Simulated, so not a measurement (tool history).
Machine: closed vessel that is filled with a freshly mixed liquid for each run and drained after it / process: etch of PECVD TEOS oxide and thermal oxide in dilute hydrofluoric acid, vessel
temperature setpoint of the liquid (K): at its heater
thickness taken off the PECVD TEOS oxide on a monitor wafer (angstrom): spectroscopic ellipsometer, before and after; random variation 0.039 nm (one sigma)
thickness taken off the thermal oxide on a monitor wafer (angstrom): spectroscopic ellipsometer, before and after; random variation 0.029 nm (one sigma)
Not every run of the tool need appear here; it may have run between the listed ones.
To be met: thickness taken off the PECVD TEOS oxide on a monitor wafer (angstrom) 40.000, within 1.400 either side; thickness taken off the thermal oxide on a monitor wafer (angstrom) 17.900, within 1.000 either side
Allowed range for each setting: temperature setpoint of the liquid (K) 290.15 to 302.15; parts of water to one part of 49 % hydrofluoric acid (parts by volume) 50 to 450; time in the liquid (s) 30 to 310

run    day  temperature setpoint of the liquid (K)  parts of water to one part of 49 % hydrofluoric acid (parts by volume)  time in the liquid (s)  thickness taken off the PECVD TEOS oxide on a monitor wafer (angstrom)  thickness taken off the thermal oxide on a monitor wafer (angstrom)
  1  0.000                                  294.15                                                                     250                     160                                                                  53.607                                                               24.577
  2  0.279                                  291.65                                                                     250                     160                                                                  49.448                                                               21.718
  3  0.388                                  291.65                                                                     310                     160                                                                  37.367                                                               16.974
  4  0.533                                  290.15                                                                     310                     160                                                                  34.736                                                               15.779
  5  0.796                                  290.15                                                                     310                     160                                                                  35.143                                                               15.616
  6  0.838                                  290.15                                                                     310                     225                                                                  49.886                                                               22.227
  7  1.017                                  290.15                                                                     320                     225                                                                  48.062                                                               21.899
  8  1.200                                  290.15                                                                     330                     225                                                                  46.336                                                               20.865
  9  1.567                                  290.15                                                                     330                     225                                                                  45.813                                                               21.099

Which single option among these 4 for the next run brings every result within its allowed miss of target? Just one does.
  A  1.933                                  290.15                                                                     315                     165                                                                       ?                                                                    ?
  B  1.933                                  292.15                                                                     340                     190                                                                       ?                                                                    ?
  C  1.933                                  293.15                                                                     370                     260                                                                       ?                                                                    ?
  D  1.933                                  292.15                                                                     370                     295                                                                       ?                                                                    ?

move  thickness taken off the PECVD TEOS oxide on a monitor wafer (angstrom)  thickness taken off the thermal oxide on a monitor wafer (angstrom)
   A                                                                  36.092                                                               16.153
   B                                                                  40.597                                                               18.169
   C                                                                  51.581                                                               23.084
   D                                                                  56.487                                                               25.280
A: takes the result that was furthest off past its target
B: all results land within tolerance of their targets
C: lands further from the targets than the last run did
D: lands further from the targets than the last run did
Answer: B

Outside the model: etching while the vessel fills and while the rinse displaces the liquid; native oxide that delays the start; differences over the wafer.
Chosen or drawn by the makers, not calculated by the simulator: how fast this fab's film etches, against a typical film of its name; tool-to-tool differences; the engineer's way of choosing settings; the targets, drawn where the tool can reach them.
